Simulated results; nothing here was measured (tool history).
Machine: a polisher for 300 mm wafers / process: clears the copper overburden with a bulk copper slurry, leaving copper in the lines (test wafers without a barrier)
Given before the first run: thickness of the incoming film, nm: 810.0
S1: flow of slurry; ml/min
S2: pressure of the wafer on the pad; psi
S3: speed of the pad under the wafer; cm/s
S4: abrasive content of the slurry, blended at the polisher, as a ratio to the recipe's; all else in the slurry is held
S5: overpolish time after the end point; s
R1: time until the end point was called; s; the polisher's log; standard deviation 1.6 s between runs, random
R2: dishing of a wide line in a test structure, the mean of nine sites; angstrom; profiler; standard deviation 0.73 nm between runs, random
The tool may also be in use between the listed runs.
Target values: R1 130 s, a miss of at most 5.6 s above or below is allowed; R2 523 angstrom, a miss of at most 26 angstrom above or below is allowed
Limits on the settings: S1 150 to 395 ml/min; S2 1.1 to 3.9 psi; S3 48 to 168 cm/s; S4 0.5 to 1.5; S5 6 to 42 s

run,hour,S1,S2,S3,S4,S5,R1,R2
1,0,250,2.5,108,1,21,97.569,712.79
2,2.5,225,2.5,108,1,21,98.263,711
3,3.7,225,2.5,128,1,21,84.495,755.57
4,10.6,225,2.5,128,1,25,83.968,803.58
5,19.7,225,2.1,128,1,25,99.466,729.7
6,20.6,225,2.1,128,1,31,99.913,765.82
7,28.4,225,2,128,1,28,103.46,737.77
8,36.1,225,1.9,128,1,25,110.22,683.09
9,41,225,1.8,128,1,23,114.13,650.9
10,42.8,225,1.7,128,1,21,119.88,618.77
11,47,225,1.7,128,1,20,118.75,585.09

Consider the 5 candidate settings below. Which is the only one whose results all fall within their allowed miss of target?
A,51.2,265,1.6,130,1.2,22,?,?
B,51.2,230,1.8,120,0.75,14,?,?
C,51.2,265,1.8,122,1.05,17,?,?
D,51.2,295,1.4,150,0.75,14,?,?
E,51.2,185,1.5,138,1,17,?,?

move,R1,R2
A,116.81,608.51
B,129.16,471.1
C,115,559.83
D,128.02,455.64
E,128.1,512.51
A: further off than the last run
B: the result that was furthest off in the last run now lies on the other side of its target
C: further off than the last run
D: the result that was furthest off in the last run now lies on the other side of its target
E: hits every target within its allowed miss
E meets every target.
